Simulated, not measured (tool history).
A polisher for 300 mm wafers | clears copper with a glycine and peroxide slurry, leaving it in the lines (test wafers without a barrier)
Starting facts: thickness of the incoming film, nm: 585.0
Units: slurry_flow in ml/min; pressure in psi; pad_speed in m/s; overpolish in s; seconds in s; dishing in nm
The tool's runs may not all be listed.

run,hour,slurry_flow,pressure,pad_speed,overpolish,seconds,dishing
1,0,185,2.1,1.12,23,109.46,80.748
2,2.4,185,2.1,1.12,29,109.52,93.955
3,11.4,185,2,1.14,24,112.63,79.21
4,14.2,185,2,1.14,17,112.12,62.384
5,21.8,185,1.8,1.14,17,120.3,59.231
6,28.3,185,1.8,1.14,8,120.63,31.449
7,29.1,180,1.7,1.14,9,127.14,33.106
8,38.1,175,1.7,1.14,10,127.4,35.357
9,39.8,155,1.5,1.12,18,145.17,53.925
10,43.3,165,1.5,1.12,17,140.86,50.378
11,46.3,170,1.5,1.12,16,139.95,48.431
12,48.6,180,1.5,1.12,10,138.52,33.657
13,54.9,175,1.5,1.12,11,140.58,35.671
14,56.7,180,1.6,1.12,16,135.76,51.08
15,62.5,175,1.6,1.12,16,137.14,51.243
16,67,180,1.6,1.12,8,135.15,28.244
17,67.8,175,1.6,1.14,9,134.62,32.693
18,69.6,170,1.6,1.14,10,133.22,34.825

Run 19 has not been measured yet. What should we expect?
19,72.6,165,1.6,1.14,11,?,?

{"run 19": {"seconds": 134.73, "dishing": 37.144}}
